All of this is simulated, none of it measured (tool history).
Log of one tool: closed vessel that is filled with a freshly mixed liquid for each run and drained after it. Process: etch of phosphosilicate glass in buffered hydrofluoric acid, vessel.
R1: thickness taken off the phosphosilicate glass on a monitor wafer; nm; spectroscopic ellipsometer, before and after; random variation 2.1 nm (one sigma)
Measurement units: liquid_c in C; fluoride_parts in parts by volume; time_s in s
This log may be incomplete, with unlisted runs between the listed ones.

{"run": 1, "hour": 0.0, "liquid_c": 22, "fluoride_parts": 21.5, "time_s": 105, "R1": 301.11}
{"run": 2, "hour": 8.9, "liquid_c": 24, "fluoride_parts": 21.5, "time_s": 105, "R1": 338.53}
{"run": 3, "hour": 15.4, "liquid_c": 22.5, "fluoride_parts": 21.5, "time_s": 105, "R1": 314.63}
{"run": 4, "hour": 22.9, "liquid_c": 21, "fluoride_parts": 21.5, "time_s": 105, "R1": 287.7}
{"run": 5, "hour": 27.3, "liquid_c": 21, "fluoride_parts": 21.5, "time_s": 115, "R1": 314.57}
{"run": 6, "hour": 36.6, "liquid_c": 18, "fluoride_parts": 21.5, "time_s": 115, "R1": 263.71}
{"run": 7, "hour": 41.0, "liquid_c": 18, "fluoride_parts": 22, "time_s": 115, "R1": 262.02}
{"run": 8, "hour": 46.6, "liquid_c": 18, "fluoride_parts": 22.5, "time_s": 115, "R1": 258.82}

Expected results for the next run?
{"run": 9, "hour": 55.1, "liquid_c": 18, "fluoride_parts": 23, "time_s": 115, "R1": "?"}

Run 9 measured R1 250.93 nm.
